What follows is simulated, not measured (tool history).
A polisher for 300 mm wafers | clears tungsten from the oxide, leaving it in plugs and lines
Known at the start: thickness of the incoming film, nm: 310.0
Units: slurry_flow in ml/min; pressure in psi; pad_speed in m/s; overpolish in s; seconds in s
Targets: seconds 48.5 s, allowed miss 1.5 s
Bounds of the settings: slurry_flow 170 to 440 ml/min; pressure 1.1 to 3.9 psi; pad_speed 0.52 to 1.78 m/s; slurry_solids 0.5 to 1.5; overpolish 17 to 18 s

{"run": 1, "day": 0.0, "slurry_flow": 280, "pressure": 2.5, "pad_speed": 1.14, "slurry_solids": 1, "overpolish": 17, "seconds": 86.723}
{"run": 2, "day": 0.262, "slurry_flow": 280, "pressure": 2, "pad_speed": 1.14, "slurry_solids": 1, "overpolish": 17, "seconds": 107.19}
{"run": 3, "day": 0.308, "slurry_flow": 280, "pressure": 2, "pad_speed": 1.14, "slurry_solids": 1, "overpolish": 18, "seconds": 109.92}
{"run": 4, "day": 0.492, "slurry_flow": 235, "pressure": 2, "pad_speed": 1.14, "slurry_solids": 1, "overpolish": 18, "seconds": 110.37}
{"run": 5, "day": 0.762, "slurry_flow": 235, "pressure": 2, "pad_speed": 1.14, "slurry_solids": 1.15, "overpolish": 18, "seconds": 106.87}
{"run": 6, "day": 0.858, "slurry_flow": 235, "pressure": 2, "pad_speed": 1.14, "slurry_solids": 1.3, "overpolish": 18, "seconds": 102.87}
{"run": 7, "day": 1.154, "slurry_flow": 240, "pressure": 2.6, "pad_speed": 1.14, "slurry_solids": 1.3, "overpolish": 18, "seconds": 79.882}
{"run": 8, "day": 1.425, "slurry_flow": 245, "pressure": 3, "pad_speed": 1.14, "slurry_solids": 1.3, "overpolish": 18, "seconds": 69.356}
{"run": 9, "day": 1.796, "slurry_flow": 255, "pressure": 3.3, "pad_speed": 1.14, "slurry_solids": 1.3, "overpolish": 18, "seconds": 62.168}
{"run": 10, "day": 2.017, "slurry_flow": 255, "pressure": 3.5, "pad_speed": 1.14, "slurry_solids": 1.3, "overpolish": 18, "seconds": 59.027}
{"run": 11, "day": 2.35, "slurry_flow": 260, "pressure": 3.6, "pad_speed": 1.16, "slurry_solids": 1.3, "overpolish": 18, "seconds": 56.757}

Which of these 4 next moves meets every target?
{"run": "A", "day": 2.683, "slurry_flow": 260, "pressure": 3.7, "pad_speed": 1.44, "slurry_solids": 1.4, "overpolish": 18, "seconds": "?"}
{"run": "B", "day": 2.683, "slurry_flow": 295, "pressure": 3.7, "pad_speed": 1.32, "slurry_solids": 1.4, "overpolish": 18, "seconds": "?"}
{"run": "C", "day": 2.683, "slurry_flow": 310, "pressure": 3.6, "pad_speed": 1.3, "slurry_solids": 1.15, "overpolish": 17, "seconds": "?"}
{"run": "D", "day": 2.683, "slurry_flow": 250, "pressure": 3.9, "pad_speed": 1.44, "slurry_solids": 1.35, "overpolish": 17, "seconds": "?"}

move=A seconds=45.386
move=B seconds=47.924
move=C seconds=52.093
move=D seconds=43.7
A: takes the result that was furthest off past its target
B: meets every target
C: nearer than the last run, and not there yet
D: takes the result that was furthest off past its target
The right move is B.
